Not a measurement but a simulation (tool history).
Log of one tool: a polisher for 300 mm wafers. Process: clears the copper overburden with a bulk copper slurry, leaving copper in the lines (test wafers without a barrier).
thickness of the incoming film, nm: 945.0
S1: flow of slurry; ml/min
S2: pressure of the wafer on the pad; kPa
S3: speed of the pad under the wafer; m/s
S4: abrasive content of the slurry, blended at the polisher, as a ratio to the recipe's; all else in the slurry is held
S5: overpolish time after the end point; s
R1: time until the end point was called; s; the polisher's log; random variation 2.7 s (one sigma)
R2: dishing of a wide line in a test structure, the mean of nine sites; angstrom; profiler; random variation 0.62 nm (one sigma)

Run 1, day 0.000: S1 145 ml/min, S2 14.5 kPa, S3 0.98 m/s, S4 1.0, S5 9 s. Result: R1 137.49 s, R2 322.44 angstrom.
Run 2, day 0.088: S1 145 ml/min, S2 13.8 kPa, S3 0.98 m/s, S4 1.0, S5 10 s. Result: R1 148.17 s, R2 330.34 angstrom.
Run 3, day 0.350: S1 145 ml/min, S2 13.8 kPa, S3 0.98 m/s, S4 1.0, S5 13 s. Result: R1 143.58 s, R2 411.66 angstrom.
Run 4, day 0.621: S1 115 ml/min, S2 13.8 kPa, S3 0.98 m/s, S4 1.0, S5 13 s. Result: R1 149.18 s, R2 401.10 angstrom.
Run 5, day 0.758: S1 115 ml/min, S2 11.7 kPa, S3 0.98 m/s, S4 1.0, S5 13 s. Result: R1 176.52 s, R2 350.54 angstrom.
At day 1.088: worn pad replaced by a new one.
Run 6, day 1.088: S1 115 ml/min, S2 11.7 kPa, S3 1.12 m/s, S4 1.0, S5 13 s. Result: R1 137.76 s, R2 407.85 angstrom.
Run 7, day 1.379: S1 115 ml/min, S2 11.0 kPa, S3 1.10 m/s, S4 1.0, S5 13 s. Result: R1 148.79 s, R2 380.02 angstrom.
Run 8, day 1.467: S1 115 ml/min, S2 10.3 kPa, S3 1.08 m/s, S4 1.0, S5 13 s. Result: R1 159.56 s, R2 364.95 angstrom.
Run 9, day 1.758: S1 115 ml/min, S2 9.7 kPa, S3 1.06 m/s, S4 1.0, S5 13 s. Result: R1 177.07 s, R2 351.30 angstrom.

Run 10 comes next. What will it give?
Run 10, day 1.883: S1 115 ml/min, S2 9.7 kPa, S3 1.06 m/s, S4 1.0, S5 13 s. Result: R1 ?, R2 ?.

R1: 174.72 s
R2: 335.19 angstrom
